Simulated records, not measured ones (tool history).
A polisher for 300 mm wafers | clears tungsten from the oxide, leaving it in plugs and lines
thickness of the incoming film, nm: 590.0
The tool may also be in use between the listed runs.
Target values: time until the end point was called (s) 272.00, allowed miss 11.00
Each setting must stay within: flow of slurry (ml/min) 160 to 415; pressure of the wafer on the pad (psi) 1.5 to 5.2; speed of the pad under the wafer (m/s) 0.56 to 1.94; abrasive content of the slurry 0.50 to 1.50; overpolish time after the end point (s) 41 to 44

run  hour  flow of slurry (ml/min)  pressure of the wafer on the pad (psi)  speed of the pad under the wafer (m/s)  abrasive content of the slurry  overpolish time after the end point (s)  time until the end point was called (s)
  1   0.0                      265                                     3.3                                    1.24                            1.00                                       41                                   156.79
  2   0.8                      265                                     3.1                                    1.24                            1.00                                       41                                   162.94
  3   7.6                      265                                     2.9                                    1.22                            1.00                                       41                                   179.55
  4  11.3                      205                                     2.9                                    1.22                            1.00                                       41                                   180.95
  5  14.4                      250                                     2.9                                    1.22                            1.00                                       41                                   176.66
  6  21.2                      250                                     2.7                                    1.22                            1.00                                       41                                   190.11
     26.3  -- worn pad replaced by a new one
  7  26.3                      250                                     2.6                                    1.22                            1.00                                       41                                   175.81
  8  34.8                      245                                     1.6                                    0.86                            0.95                                       41                                   399.11
  9  36.4                      245                                     1.7                                    0.86                            0.95                                       41                                   367.55
 10  42.9                      245                                     1.8                                    0.86                            0.95                                       41                                   349.17

Of the 4 settings listed for the next run, only one would bring every result within its allowed miss of target. Which one?
  A  49.4                      275                                     1.9                                    0.98                            0.55                                       44                                        ?
  B  49.4                      230                                     1.7                                    0.70                            0.95                                       41                                        ?
  C  49.4                      215                                     2.3                                    1.04                            1.00                                       41                                        ?
  D  49.4                      255                                     2.4                                    0.84                            1.00                                       41                                        ?

move  time until the end point was called (s)
   A                                   322.18
   B                                   454.70
   C                                   233.11
   D                                   269.29
A: gains on the last run, yet a result remains outside its allowed miss
B: lands further from the targets than the last run did
C: takes the biggest miss from the last run beyond its target
D: every result lands within tolerance
Correct choice: D, which meets every target

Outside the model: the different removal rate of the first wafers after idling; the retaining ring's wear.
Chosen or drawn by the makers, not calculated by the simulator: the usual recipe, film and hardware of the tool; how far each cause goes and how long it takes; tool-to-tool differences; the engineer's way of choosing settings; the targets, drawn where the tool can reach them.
